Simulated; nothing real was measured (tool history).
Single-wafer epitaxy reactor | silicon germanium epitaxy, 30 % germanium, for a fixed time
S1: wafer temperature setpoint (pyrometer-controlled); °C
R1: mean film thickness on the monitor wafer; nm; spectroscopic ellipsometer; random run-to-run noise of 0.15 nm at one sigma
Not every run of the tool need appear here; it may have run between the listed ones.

run 1 hour=0.0 | S1=600 chamber_pressure_(Torr)=25.3 | R1=78.194
run 2 hour=8.6 | S1=609 chamber_pressure_(Torr)=25.3 | R1=90.454
run 3 hour=15.9 | S1=609 chamber_pressure_(Torr)=22.2 | R1=85.609
run 4 hour=17.5 | S1=609 chamber_pressure_(Torr)=17.8 | R1=78.214
run 5 hour=25.3 | S1=609 chamber_pressure_(Torr)=20.3 | R1=82.375
run 6 hour=27.8 | S1=604 chamber_pressure_(Torr)=20.2 | R1=76.347
run 7 hour=35.2 | S1=599 chamber_pressure_(Torr)=20.1 | R1=70.139
run 8 hour=38.5 | S1=595 chamber_pressure_(Torr)=20.0 | R1=65.439
run 9 hour=43.3 | S1=592 chamber_pressure_(Torr)=20.0 | R1=62.877
run 10 hour=45.5 | S1=590 chamber_pressure_(Torr)=20.0 | R1=60.632

Run 11 comes next. What will it give?
-- hour=53.7 pyrometer calibrated
run 11 hour=53.7 | S1=583 chamber_pressure_(Torr)=19.9 | R1=?

Run 11 gave R1 50.994 nm.

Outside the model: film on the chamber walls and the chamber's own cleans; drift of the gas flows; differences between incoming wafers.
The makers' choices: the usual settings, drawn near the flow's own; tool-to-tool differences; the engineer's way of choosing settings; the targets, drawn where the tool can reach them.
